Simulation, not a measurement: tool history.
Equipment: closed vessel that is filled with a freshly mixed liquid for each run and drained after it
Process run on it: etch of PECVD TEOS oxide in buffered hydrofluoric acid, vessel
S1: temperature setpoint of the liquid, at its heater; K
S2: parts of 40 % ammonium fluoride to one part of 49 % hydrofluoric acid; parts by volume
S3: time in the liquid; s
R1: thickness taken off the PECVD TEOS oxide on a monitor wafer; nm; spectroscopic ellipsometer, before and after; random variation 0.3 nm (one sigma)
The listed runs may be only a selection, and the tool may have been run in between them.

run	day	S1	S2	S3	R1
1	0.000	294.15	10.5	30	41.665
2	0.054	294.15	10.5	30	40.147
3	0.400	293.15	10.5	30	39.129
4	0.617	292.15	11.0	30	35.604
5	0.858	291.65	11.0	30	35.133
6	1.221	291.65	11.0	30	34.167
7	1.450	291.15	11.0	30	33.608

What will run 8 give?
8	1.638	290.65	11.0	30	?

Run 8 came out at R1 33.164 nm.

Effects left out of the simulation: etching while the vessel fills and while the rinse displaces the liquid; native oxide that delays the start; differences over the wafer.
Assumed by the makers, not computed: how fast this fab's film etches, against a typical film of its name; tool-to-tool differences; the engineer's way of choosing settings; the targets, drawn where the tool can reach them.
